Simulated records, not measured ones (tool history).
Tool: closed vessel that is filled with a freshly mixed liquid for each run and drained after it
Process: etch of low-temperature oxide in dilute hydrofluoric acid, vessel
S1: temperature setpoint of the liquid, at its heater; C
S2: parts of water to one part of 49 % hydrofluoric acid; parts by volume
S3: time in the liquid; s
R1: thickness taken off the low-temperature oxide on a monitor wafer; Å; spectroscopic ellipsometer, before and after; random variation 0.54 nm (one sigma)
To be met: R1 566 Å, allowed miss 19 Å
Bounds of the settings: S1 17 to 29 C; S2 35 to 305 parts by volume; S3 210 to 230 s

Run 1, hour 0: S1 21 C, S2 170 parts by volume, S3 210 s. Result: R1 280.02 Å.
Run 2, hour 4.8: S1 22.5 C, S2 155 parts by volume, S3 210 s. Result: R1 332.4 Å.
Run 3, hour 10.9: S1 22.5 C, S2 120 parts by volume, S3 210 s. Result: R1 438.51 Å.
Run 4, hour 12.1: S1 23.5 C, S2 120 parts by volume, S3 210 s. Result: R1 456.01 Å.
Run 5, hour 13.5: S1 23.5 C, S2 120 parts by volume, S3 210 s. Result: R1 455.82 Å.
Run 6, hour 20.6: S1 23.5 C, S2 165 parts by volume, S3 210 s. Result: R1 314.44 Å.
Run 7, hour 22.6: S1 24.5 C, S2 155 parts by volume, S3 210 s. Result: R1 358.06 Å.
Run 8, hour 30: S1 25.5 C, S2 145 parts by volume, S3 210 s. Result: R1 394.97 Å.
Run 9, hour 32.8: S1 26 C, S2 140 parts by volume, S3 210 s. Result: R1 424.14 Å.
Run 10, hour 40.3: S1 26.5 C, S2 135 parts by volume, S3 210 s. Result: R1 447.73 Å.
Run 11, hour 45.1: S1 27 C, S2 130 parts by volume, S3 210 s. Result: R1 477.11 Å.

4 next moves are on the table. One of them brings every result within its allowed miss. Which?
Run A, hour 49.9: S1 28 C, S2 125 parts by volume, S3 230 s. Result: R1 ?.
Run B, hour 49.9: S1 27.5 C, S2 125 parts by volume, S3 210 s. Result: R1 ?.
Run C, hour 49.9: S1 27.5 C, S2 120 parts by volume, S3 210 s. Result: R1 ?.
Run D, hour 49.9: S1 24.5 C, S2 145 parts by volume, S3 210 s. Result: R1 ?.

move      R1
   A  568.73
   B  509.63
   C  534.29
   D  382.67
A: meets every target
B: nearer than the last run, and not there yet
C: nearer than the last run, and not there yet
D: further off than the last run
The right move is A.
